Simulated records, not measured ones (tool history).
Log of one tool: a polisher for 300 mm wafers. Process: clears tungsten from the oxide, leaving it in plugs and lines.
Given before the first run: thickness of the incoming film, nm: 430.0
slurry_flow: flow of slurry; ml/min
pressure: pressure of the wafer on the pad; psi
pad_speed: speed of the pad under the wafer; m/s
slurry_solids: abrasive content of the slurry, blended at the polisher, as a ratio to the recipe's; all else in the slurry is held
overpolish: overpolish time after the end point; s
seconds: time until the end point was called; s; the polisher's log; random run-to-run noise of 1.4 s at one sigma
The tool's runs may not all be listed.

run 1 day=0.000 | slurry_flow=130 pressure=2.7 pad_speed=0.84 slurry_solids=1.0 overpolish=16 | seconds=136.880
run 2 day=0.046 | slurry_flow=130 pressure=2.9 pad_speed=0.86 slurry_solids=1.0 overpolish=16 | seconds=119.860
run 3 day=0.092 | slurry_flow=130 pressure=3.1 pad_speed=0.86 slurry_solids=1.0 overpolish=16 | seconds=116.050
run 4 day=0.417 | slurry_flow=130 pressure=3.3 pad_speed=0.88 slurry_solids=1.0 overpolish=16 | seconds=110.310
run 5 day=0.717 | slurry_flow=130 pressure=3.3 pad_speed=0.98 slurry_solids=1.0 overpolish=16 | seconds=94.994
run 6 day=0.871 | slurry_flow=115 pressure=3.3 pad_speed=0.98 slurry_solids=1.0 overpolish=16 | seconds=101.850

The next listed run, before its measurement:
run 7 day=0.900 | slurry_flow=115 pressure=3.3 pad_speed=0.98 slurry_solids=1.0 overpolish=16 | seconds=?

seconds: 101.270 s

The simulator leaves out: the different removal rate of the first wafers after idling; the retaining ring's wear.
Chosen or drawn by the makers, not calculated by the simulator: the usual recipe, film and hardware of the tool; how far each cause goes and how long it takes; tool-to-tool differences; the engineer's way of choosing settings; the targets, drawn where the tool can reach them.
